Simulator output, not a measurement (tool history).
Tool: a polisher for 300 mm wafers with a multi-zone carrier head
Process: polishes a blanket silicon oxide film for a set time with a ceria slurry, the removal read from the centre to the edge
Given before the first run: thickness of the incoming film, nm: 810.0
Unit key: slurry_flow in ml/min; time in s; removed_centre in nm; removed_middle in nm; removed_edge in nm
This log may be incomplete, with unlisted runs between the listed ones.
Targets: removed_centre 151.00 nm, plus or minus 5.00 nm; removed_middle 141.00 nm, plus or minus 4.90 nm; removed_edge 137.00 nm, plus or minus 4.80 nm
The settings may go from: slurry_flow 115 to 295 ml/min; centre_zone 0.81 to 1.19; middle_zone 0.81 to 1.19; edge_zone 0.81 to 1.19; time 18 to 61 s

run,hour,slurry_flow,centre_zone,middle_zone,edge_zone,time,removed_centre,removed_middle,removed_edge
1,0.0,190,1.00,1.00,1.00,39,281.50,271.55,277.93
2,2.1,190,1.00,1.00,1.00,32,228.98,223.51,227.78
3,7.6,190,1.00,1.00,0.94,32,233.18,222.91,221.11
4,16.5,180,0.99,0.99,0.91,29,202.38,202.92,197.86
5,21.5,180,1.00,0.98,0.89,26,185.92,177.69,175.55
6,22.7,135,1.00,0.98,0.89,26,175.67,167.22,169.91
7,31.2,140,1.00,0.98,0.87,24,160.50,160.64,150.80
8,38.0,130,1.01,0.88,0.82,23,152.73,134.19,141.40
9,42.4,145,1.01,0.95,0.81,21,143.21,135.57,129.75
10,48.5,150,1.01,0.95,0.82,21,144.93,135.48,133.73

Exercise: of the 4 proposed moves below, exactly one satisfies all targets within the stated allowed misses. Which move is it?
A,54.6,145,1.06,0.91,0.90,21,?,?,?
B,54.6,140,0.96,0.97,0.83,22,?,?,?
C,54.6,125,1.11,0.94,0.96,21,?,?,?
D,54.6,150,1.04,0.98,0.87,21,?,?,?

move,removed_centre,removed_middle,removed_edge
A,152.55,129.16,139.04
B,143.34,141.64,139.51
C,153.18,127.77,139.49
D,151.02,138.49,137.53
A: corrects the largest miss of the last run, while another result sits out of spec
B: moves away from the targets compared with the last run
C: corrects the largest miss of the last run, while another result sits out of spec
D: each result inside its tolerance
The move that meets every target is D.
